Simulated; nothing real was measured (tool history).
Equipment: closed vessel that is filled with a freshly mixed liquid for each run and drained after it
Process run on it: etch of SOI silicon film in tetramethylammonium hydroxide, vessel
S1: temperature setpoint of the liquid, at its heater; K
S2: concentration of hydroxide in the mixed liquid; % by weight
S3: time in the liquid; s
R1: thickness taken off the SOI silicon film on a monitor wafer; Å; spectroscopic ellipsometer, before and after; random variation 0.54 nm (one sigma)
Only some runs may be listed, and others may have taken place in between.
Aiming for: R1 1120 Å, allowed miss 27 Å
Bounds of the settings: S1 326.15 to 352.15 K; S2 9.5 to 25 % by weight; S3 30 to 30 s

run  hour      S1    S2  S3      R1
  1     0  339.15  18.5  30  1344.9
  2   3.4  338.15  18.5  30  1248.5
  3   8.8  337.65  18.5  30  1219.6
  4  17.5  337.15  18.5  30  1192.8
  5  19.6  332.65  18.5  30  897.85
  6  25.2  333.65  18.5  30  953.57
  7  31.2  334.15  18.5  30  986.31
  8  36.2  334.65  18.5  30  1011.3
  9  39.5  335.15  18.5  30  1049.4
 10  46.8  335.65  18.5  30  1071.2

Of the 4 settings listed for the next run, only one would bring every result within its allowed miss of target. Which one?
  A  54.1  335.15    18  30   ?
  B  54.1  337.65  19.5  30   ?
  C  54.1  338.15    21  30   ?
  D  54.1  337.15    21  30   ?

move      R1
   A  1058.3
   B  1191.3
   C  1185.1
   D  1115.4
A: the biggest miss grows against the last run
B: takes the result that was furthest off past its target
C: takes the result that was furthest off past its target
D: every result within its allowed miss
Move D is the one to make.
